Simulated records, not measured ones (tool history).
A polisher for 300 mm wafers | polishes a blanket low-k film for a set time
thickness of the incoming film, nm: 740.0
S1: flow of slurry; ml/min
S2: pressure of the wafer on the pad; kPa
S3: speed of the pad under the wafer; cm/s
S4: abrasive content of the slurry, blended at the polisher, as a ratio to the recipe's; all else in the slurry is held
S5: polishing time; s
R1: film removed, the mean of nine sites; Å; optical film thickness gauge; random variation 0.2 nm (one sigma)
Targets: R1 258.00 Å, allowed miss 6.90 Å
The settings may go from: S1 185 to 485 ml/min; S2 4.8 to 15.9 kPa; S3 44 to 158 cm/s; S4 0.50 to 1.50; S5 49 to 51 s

run  hour   S1    S2   S3    S4  S5      R1
  1   0.0  310  10.3  100  1.00  49  148.05
  2   7.3  310  11.0  100  1.00  49  156.00
  3  15.9  310  11.7  100  1.00  49  167.89
  4  19.6  310  12.4  100  1.00  49  175.09
  5  21.5  310  12.4  100  1.20  49  195.62
  6  28.3  310  12.4  100  1.20  51  203.20
  7  33.3  310  13.1  100  1.20  51  215.11
  8  37.5  315  14.5  100  1.20  51  232.17
  9  41.0  315  15.2  102  1.20  51  249.86

Which of these 5 next moves meets every target?
  A  44.5  335  14.5   98  1.45  49   ?
  B  44.5  315  15.9  102  1.30  49   ?
  C  44.5  465  15.9  110  0.90  50   ?
  D  44.5  250  15.2  112  1.10  49   ?
  E  44.5  360  13.8  104  1.25  51   ?

move      R1
   A  244.45
   B  262.12
   C  241.85
   D  243.75
   E  240.24
A: further off than the last run
B: meets every target
C: further off than the last run
D: further off than the last run
E: further off than the last run
Move B is the one to make.

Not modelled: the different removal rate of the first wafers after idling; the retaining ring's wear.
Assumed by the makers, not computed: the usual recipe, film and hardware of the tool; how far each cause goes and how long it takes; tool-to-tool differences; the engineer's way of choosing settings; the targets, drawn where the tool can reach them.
